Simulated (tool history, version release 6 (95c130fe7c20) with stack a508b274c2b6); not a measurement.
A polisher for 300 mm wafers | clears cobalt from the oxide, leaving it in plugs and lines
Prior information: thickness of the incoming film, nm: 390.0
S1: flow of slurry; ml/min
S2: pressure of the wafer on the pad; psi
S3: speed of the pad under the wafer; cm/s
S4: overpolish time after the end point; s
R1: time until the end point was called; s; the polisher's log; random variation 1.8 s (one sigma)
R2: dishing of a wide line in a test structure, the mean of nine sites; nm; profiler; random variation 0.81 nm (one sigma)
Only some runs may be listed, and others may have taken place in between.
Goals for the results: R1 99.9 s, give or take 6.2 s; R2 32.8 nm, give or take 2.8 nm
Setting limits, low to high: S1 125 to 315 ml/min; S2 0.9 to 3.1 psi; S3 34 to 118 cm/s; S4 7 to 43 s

run    day   S1   S2  S3  S4      R1      R2
  1      0  205    2  76  22  116.68  55.934
  2  0.104  175    2  76  22  117.53  54.683
  3  0.238  165    2  76  20  120.25  50.612
  4  0.496  165    2  58  20  145.98  44.592
  5  0.662  160  2.2  56  18  132.83  41.158
  6  0.929  160  2.3  56  17  130.47  43.405
  7  1.158  160  2.3  56  17   131.2  44.272
  8  1.246  155  2.3  58  15  131.27  39.535
  9  1.283  150  2.4  58  14  125.31  38.615
 10  1.388  145  2.5  58  13  120.21  37.651
 11  1.717  145  2.6  58  12  117.86  35.871
 12  1.792  145  2.7  58  11   111.9  34.876
 13  2.092  145  2.9  58  10  106.85  32.776

Consider the 4 candidate settings below. Which is the only one whose results all fall within their allowed miss of target?
  A  2.392  175  2.5  62  12   ?   ?
  B  2.392  175  2.7  68   9   ?   ?
  C  2.392  150  2.5  54  14   ?   ?
  D  2.392  210  2.6  54  10   ?   ?

move      R1      R2
   A  113.85  37.613
   B   99.66   33.41
   C  127.91  38.699
   D  118.07  31.792
A: further off than the last run
B: in spec on every target
C: further off than the last run
D: further off than the last run
Go with B: it meets all targets.
